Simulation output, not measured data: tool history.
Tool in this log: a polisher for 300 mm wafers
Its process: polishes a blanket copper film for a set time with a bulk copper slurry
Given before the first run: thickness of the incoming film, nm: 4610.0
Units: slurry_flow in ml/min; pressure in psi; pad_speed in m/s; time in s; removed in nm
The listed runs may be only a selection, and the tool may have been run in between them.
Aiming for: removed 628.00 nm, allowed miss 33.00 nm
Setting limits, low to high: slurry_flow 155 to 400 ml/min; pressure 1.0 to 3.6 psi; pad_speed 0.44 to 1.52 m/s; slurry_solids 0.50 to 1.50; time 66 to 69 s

run	hour	slurry_flow	pressure	pad_speed	slurry_solids	time	removed
1	0.0	255	2.3	0.98	1.00	66	423.93
2	2.7	255	2.4	0.98	1.00	66	433.83
3	4.8	200	2.4	0.98	1.00	66	412.61
4	11.2	210	2.5	0.98	1.00	66	443.90
5	13.5	215	2.6	0.98	1.00	66	462.86
6	22.0	220	2.7	0.98	1.00	66	460.56
7	23.5	220	2.8	1.00	1.00	66	496.09
8	27.4	220	2.9	1.00	1.00	66	500.88
9	30.6	220	3.0	1.00	1.00	66	502.62
10	36.9	220	3.1	1.02	1.00	66	530.53
11	45.0	220	3.2	1.04	1.00	66	550.00
12	46.7	220	3.3	1.04	1.00	66	581.11
13	53.0	220	3.4	1.04	1.00	66	580.31

Of the 5 settings listed for the next run, only one would bring every result within its allowed miss of target. Which one?
A	59.3	195	3.4	1.16	0.75	69	?
B	59.3	195	3.5	0.90	1.20	66	?
C	59.3	220	2.9	1.04	0.95	69	?
D	59.3	155	3.4	1.08	1.00	66	?
E	59.3	205	3.6	0.96	1.05	66	?

move	removed
A	630.53
B	546.23
C	547.75
D	579.85
E	577.30
A: all results land within tolerance of their targets
B: further off than the last run
C: further off than the last run
D: just as far off the targets as the last run
E: further off than the last run
A is the move that brings every result within its allowed miss.
